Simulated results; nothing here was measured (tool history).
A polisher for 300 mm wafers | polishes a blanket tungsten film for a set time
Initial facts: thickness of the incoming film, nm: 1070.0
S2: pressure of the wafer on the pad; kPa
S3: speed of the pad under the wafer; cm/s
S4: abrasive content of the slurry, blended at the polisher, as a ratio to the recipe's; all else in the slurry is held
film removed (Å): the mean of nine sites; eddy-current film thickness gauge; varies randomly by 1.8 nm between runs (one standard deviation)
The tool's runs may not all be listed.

run 1 hour=0.0 | flow_of_slurry_(ml/min)=285 S2=17.9 S3=82 S4=1.0 polishing_time_(s)=83 | film_removed_(Å)=2510.8
run 2 hour=3.1 | flow_of_slurry_(ml/min)=285 S2=16.5 S3=80 S4=1.0 polishing_time_(s)=83 | film_removed_(Å)=2256.7
run 3 hour=11.3 | flow_of_slurry_(ml/min)=285 S2=16.5 S3=88 S4=1.0 polishing_time_(s)=83 | film_removed_(Å)=2504.2
run 4 hour=18.6 | flow_of_slurry_(ml/min)=285 S2=15.2 S3=86 S4=1.0 polishing_time_(s)=83 | film_removed_(Å)=2281.3
run 5 hour=26.8 | flow_of_slurry_(ml/min)=285 S2=15.2 S3=86 S4=1.0 polishing_time_(s)=87 | film_removed_(Å)=2337.3
run 6 hour=32.8 | flow_of_slurry_(ml/min)=285 S2=13.8 S3=84 S4=1.0 polishing_time_(s)=87 | film_removed_(Å)=2114.3
run 7 hour=39.4 | flow_of_slurry_(ml/min)=285 S2=13.1 S3=82 S4=1.0 polishing_time_(s)=87 | film_removed_(Å)=2016.5
run 8 hour=42.5 | flow_of_slurry_(ml/min)=285 S2=12.4 S3=80 S4=1.0 polishing_time_(s)=87 | film_removed_(Å)=1850.6

Predict the results of run 9:
run 9 hour=44.3 | flow_of_slurry_(ml/min)=285 S2=11.7 S3=78 S4=1.0 polishing_time_(s)=87 | film_removed_(Å)=?

{"run 9": {"film removed (Å)": 1725.1}}
